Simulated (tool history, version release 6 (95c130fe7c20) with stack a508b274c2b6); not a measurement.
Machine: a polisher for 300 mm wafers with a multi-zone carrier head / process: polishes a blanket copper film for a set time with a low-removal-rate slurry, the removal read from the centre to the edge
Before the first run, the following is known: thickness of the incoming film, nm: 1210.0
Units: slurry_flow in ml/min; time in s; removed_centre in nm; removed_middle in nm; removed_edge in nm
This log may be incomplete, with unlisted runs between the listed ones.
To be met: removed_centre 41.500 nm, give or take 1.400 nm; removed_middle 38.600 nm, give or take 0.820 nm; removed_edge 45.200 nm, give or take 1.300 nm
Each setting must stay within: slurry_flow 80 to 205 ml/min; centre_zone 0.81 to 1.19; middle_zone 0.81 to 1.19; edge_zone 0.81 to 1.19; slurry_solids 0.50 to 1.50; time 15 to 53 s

Run 1, day 0.000: slurry_flow 135 ml/min, centre_zone 1.00, middle_zone 1.00, edge_zone 1.00, slurry_solids 1.00, time 34 s. Result: removed_centre 48.272 nm, removed_middle 49.552 nm, removed_edge 49.021 nm.
Run 2, day 0.196: slurry_flow 135 ml/min, centre_zone 1.00, middle_zone 0.92, edge_zone 1.00, slurry_solids 1.00, time 34 s. Result: removed_centre 49.155 nm, removed_middle 46.269 nm, removed_edge 49.069 nm.
Run 3, day 0.308: slurry_flow 135 ml/min, centre_zone 1.00, middle_zone 0.92, edge_zone 1.00, slurry_solids 1.00, time 29 s. Result: removed_centre 41.162 nm, removed_middle 38.953 nm, removed_edge 41.294 nm.
Run 4, day 0.608: slurry_flow 135 ml/min, centre_zone 1.00, middle_zone 0.92, edge_zone 1.00, slurry_solids 1.10, time 29 s. Result: removed_centre 41.427 nm, removed_middle 39.925 nm, removed_edge 41.820 nm.
Run 5, day 0.950: slurry_flow 135 ml/min, centre_zone 1.00, middle_zone 0.92, edge_zone 1.03, slurry_solids 1.10, time 29 s. Result: removed_centre 42.948 nm, removed_middle 39.185 nm, removed_edge 42.782 nm.
Run 6, day 1.217: slurry_flow 135 ml/min, centre_zone 0.98, middle_zone 0.92, edge_zone 1.04, slurry_solids 1.10, time 29 s. Result: removed_centre 41.319 nm, removed_middle 39.866 nm, removed_edge 43.231 nm.
Run 7, day 1.479: slurry_flow 135 ml/min, centre_zone 0.98, middle_zone 0.92, edge_zone 1.04, slurry_solids 1.10, time 29 s. Result: removed_centre 40.509 nm, removed_middle 39.959 nm, removed_edge 42.743 nm.
Run 8, day 1.733: slurry_flow 135 ml/min, centre_zone 0.98, middle_zone 0.91, edge_zone 1.06, slurry_solids 1.10, time 29 s. Result: removed_centre 40.914 nm, removed_middle 39.443 nm, removed_edge 44.014 nm.
Run 9, day 1.879: slurry_flow 135 ml/min, centre_zone 0.98, middle_zone 0.91, edge_zone 1.07, slurry_solids 1.10, time 29 s. Result: removed_centre 41.939 nm, removed_middle 39.494 nm, removed_edge 43.524 nm.

Of the 4 settings listed for the next run, only one would bring every result within its allowed miss of target. Which one?
Run A, day 2.025: slurry_flow 135 ml/min, centre_zone 0.98, middle_zone 0.90, edge_zone 1.16, slurry_solids 1.30, time 28 s. Result: removed_centre ?, removed_middle ?, removed_edge ?.
Run B, day 2.025: slurry_flow 145 ml/min, centre_zone 1.03, middle_zone 1.02, edge_zone 1.02, slurry_solids 1.15, time 27 s. Result: removed_centre ?, removed_middle ?, removed_edge ?.
Run C, day 2.025: slurry_flow 125 ml/min, centre_zone 0.95, middle_zone 0.89, edge_zone 1.10, slurry_solids 1.10, time 28 s. Result: removed_centre ?, removed_middle ?, removed_edge ?.
Run D, day 2.025: slurry_flow 190 ml/min, centre_zone 1.07, middle_zone 0.94, edge_zone 1.19, slurry_solids 1.30, time 26 s. Result: removed_centre ?, removed_middle ?, removed_edge ?.

move  removed_centre  removed_middle  removed_edge
   A          41.086          38.141        44.847
   B          41.401          40.797        40.237
   C          38.273          36.240        42.081
   D          44.304          39.218        44.259
A: all results in spec
B: moves away from the targets compared with the last run
C: moves away from the targets compared with the last run
D: puts the biggest miss on target and leaves a different result outside tolerance
A is the move that brings every result within its allowed miss.
